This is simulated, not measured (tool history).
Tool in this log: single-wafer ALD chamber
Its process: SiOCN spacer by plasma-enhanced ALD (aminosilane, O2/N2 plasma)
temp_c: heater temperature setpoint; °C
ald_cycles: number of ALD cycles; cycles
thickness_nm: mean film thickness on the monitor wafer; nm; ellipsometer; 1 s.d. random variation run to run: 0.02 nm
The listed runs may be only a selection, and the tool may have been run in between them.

{"run": 1, "hour": 0.0, "temp_c": 415, "ald_cycles": 82, "thickness_nm": 4.6704}
{"run": 2, "hour": 6.7, "temp_c": 423, "ald_cycles": 82, "thickness_nm": 4.5141}
{"run": 3, "hour": 10.3, "temp_c": 423, "ald_cycles": 75, "thickness_nm": 4.1233}
{"run": 4, "hour": 14.4, "temp_c": 418, "ald_cycles": 75, "thickness_nm": 4.1953}
{"run": 5, "hour": 20.3, "temp_c": 426, "ald_cycles": 75, "thickness_nm": 4.0953}
{"run": 6, "hour": 22.4, "temp_c": 427, "ald_cycles": 73, "thickness_nm": 3.9795}

Expected results for the next run?
{"run": 7, "hour": 27.8, "temp_c": 428, "ald_cycles": 71, "thickness_nm": "?"}

Run 7 yielded thickness_nm 3.8459 nm.
